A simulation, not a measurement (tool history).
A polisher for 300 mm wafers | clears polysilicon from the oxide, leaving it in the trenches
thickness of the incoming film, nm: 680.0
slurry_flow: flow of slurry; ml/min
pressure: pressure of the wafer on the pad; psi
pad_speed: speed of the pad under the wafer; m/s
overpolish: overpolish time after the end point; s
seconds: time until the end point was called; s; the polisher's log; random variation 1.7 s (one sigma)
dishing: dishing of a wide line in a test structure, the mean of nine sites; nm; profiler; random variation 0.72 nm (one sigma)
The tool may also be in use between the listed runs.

run    day  slurry_flow  pressure  pad_speed  overpolish  seconds  dishing
  1  0.000          200       2.0       1.06          16   52.892   62.475
  2  0.029          200       2.0       0.80          16   59.911   60.315
  3  0.296          200       2.0       0.80          23   61.460   64.246
  4  0.642          200       2.0       1.04          23   53.737   64.211
  5  0.921          195       1.7       1.04          18   63.015   61.335
  6  1.175          195       1.3       1.04          18   81.973   56.449
  7  1.379          195       1.3       1.04          18   80.220   57.535

Run 8 comes next. What will it give?
  8  1.442          195       1.1       1.02          10        ?        ?

Run 8 gave seconds 90.984 s, dishing 41.344 nm.
